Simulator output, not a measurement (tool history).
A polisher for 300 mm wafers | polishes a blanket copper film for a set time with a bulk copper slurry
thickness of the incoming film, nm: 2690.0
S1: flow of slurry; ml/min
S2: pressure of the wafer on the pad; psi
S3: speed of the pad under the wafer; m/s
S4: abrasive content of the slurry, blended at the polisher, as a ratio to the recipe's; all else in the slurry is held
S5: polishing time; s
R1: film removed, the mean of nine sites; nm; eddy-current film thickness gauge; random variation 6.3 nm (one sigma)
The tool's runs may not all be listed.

{"run": 1, "hour": 0.0, "S1": 125, "S2": 1.9, "S3": 1.14, "S4": 1.0, "S5": 50, "R1": 325.16}
{"run": 2, "hour": 5.2, "S1": 125, "S2": 1.4, "S3": 1.14, "S4": 1.0, "S5": 50, "R1": 239.03}
{"run": 3, "hour": 8.0, "S1": 105, "S2": 1.4, "S3": 1.14, "S4": 1.0, "S5": 50, "R1": 235.08}
{"run": 4, "hour": 11.2, "S1": 105, "S2": 1.4, "S3": 1.14, "S4": 1.0, "S5": 50, "R1": 235.14}
{"run": 5, "hour": 15.7, "S1": 105, "S2": 1.6, "S3": 1.14, "S4": 1.0, "S5": 50, "R1": 268.73}
{"run": 6, "hour": 22.4, "S1": 95, "S2": 1.6, "S3": 1.14, "S4": 1.0, "S5": 50, "R1": 258.47}

The next listed run, before its measurement:
{"run": 7, "hour": 31.0, "S1": 100, "S2": 1.8, "S3": 1.14, "S4": 1.0, "S5": 50, "R1": "?"}

R1: 292.35 nm
